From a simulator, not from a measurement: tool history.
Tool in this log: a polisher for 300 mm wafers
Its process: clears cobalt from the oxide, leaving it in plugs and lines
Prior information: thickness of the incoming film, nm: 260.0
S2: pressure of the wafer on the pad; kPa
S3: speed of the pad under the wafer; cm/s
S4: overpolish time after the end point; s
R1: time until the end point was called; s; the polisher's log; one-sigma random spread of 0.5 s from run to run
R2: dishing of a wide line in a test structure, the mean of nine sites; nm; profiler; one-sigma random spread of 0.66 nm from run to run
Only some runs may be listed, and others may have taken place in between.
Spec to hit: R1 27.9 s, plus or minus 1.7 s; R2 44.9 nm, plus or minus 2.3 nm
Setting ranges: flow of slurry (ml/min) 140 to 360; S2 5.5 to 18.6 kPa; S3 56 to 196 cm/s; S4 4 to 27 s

{"run": 1, "hour": 0.0, "flow of slurry (ml/min)": 230, "S2": 11.7, "S3": 126, "S4": 14, "R1": 41.711, "R2": 46.36}
{"run": 2, "hour": 8.6, "flow of slurry (ml/min)": 270, "S2": 11.7, "S3": 126, "S4": 14, "R1": 41.732, "R2": 45.507}
{"run": 3, "hour": 15.9, "flow of slurry (ml/min)": 270, "S2": 12.4, "S3": 128, "S4": 13, "R1": 38.278, "R2": 45.944}
{"run": 4, "hour": 20.2, "flow of slurry (ml/min)": 270, "S2": 13.1, "S3": 128, "S4": 12, "R1": 37.213, "R2": 45.435}
{"run": 5, "hour": 27.8, "flow of slurry (ml/min)": 290, "S2": 13.1, "S3": 128, "S4": 12, "R1": 36.484, "R2": 44.547}
{"run": 6, "hour": 36.5, "flow of slurry (ml/min)": 290, "S2": 13.1, "S3": 128, "S4": 15, "R1": 36.006, "R2": 50.271}
{"run": 7, "hour": 43.9, "flow of slurry (ml/min)": 290, "S2": 13.8, "S3": 130, "S4": 13, "R1": 34.672, "R2": 48.291}
{"run": 8, "hour": 44.4, "flow of slurry (ml/min)": 290, "S2": 14.5, "S3": 132, "S4": 12, "R1": 31.541, "R2": 48.07}
{"run": 9, "hour": 50.5, "flow of slurry (ml/min)": 290, "S2": 14.5, "S3": 132, "S4": 11, "R1": 32.101, "R2": 46.559}
{"run": 10, "hour": 53.1, "flow of slurry (ml/min)": 290, "S2": 16.5, "S3": 134, "S4": 7, "R1": 27.196, "R2": 39.219}
{"run": 11, "hour": 61.7, "flow of slurry (ml/min)": 290, "S2": 16.5, "S3": 134, "S4": 8, "R1": 28.082, "R2": 41.971}

Which one of the following 5 next-run settings gets every result inside its allowed miss? There is exactly one.
{"run": "A", "hour": 70.3, "flow of slurry (ml/min)": 320, "S2": 17.2, "S3": 128, "S4": 7, "R1": "?", "R2": "?"}
{"run": "B", "hour": 70.3, "flow of slurry (ml/min)": 355, "S2": 17.2, "S3": 114, "S4": 11, "R1": "?", "R2": "?"}
{"run": "C", "hour": 70.3, "flow of slurry (ml/min)": 350, "S2": 14.5, "S3": 150, "S4": 9, "R1": "?", "R2": "?"}
{"run": "D", "hour": 70.3, "flow of slurry (ml/min)": 260, "S2": 15.9, "S3": 140, "S4": 7, "R1": "?", "R2": "?"}
{"run": "E", "hour": 70.3, "flow of slurry (ml/min)": 295, "S2": 16.5, "S3": 130, "S4": 7, "R1": "?", "R2": "?"}

move=A R1=27.552 R2=39.232
move=B R1=30.56 R2=46.565
move=C R1=27.793 R2=44.406
move=D R1=27.968 R2=38.904
move=E R1=28.459 R2=38.53
A: its largest miss is bigger than the last run's
B: brings the result that was furthest off to its target, and leaves another outside
C: every result lands within tolerance
D: its largest miss is bigger than the last run's
E: its largest miss is bigger than the last run's
Answer: C
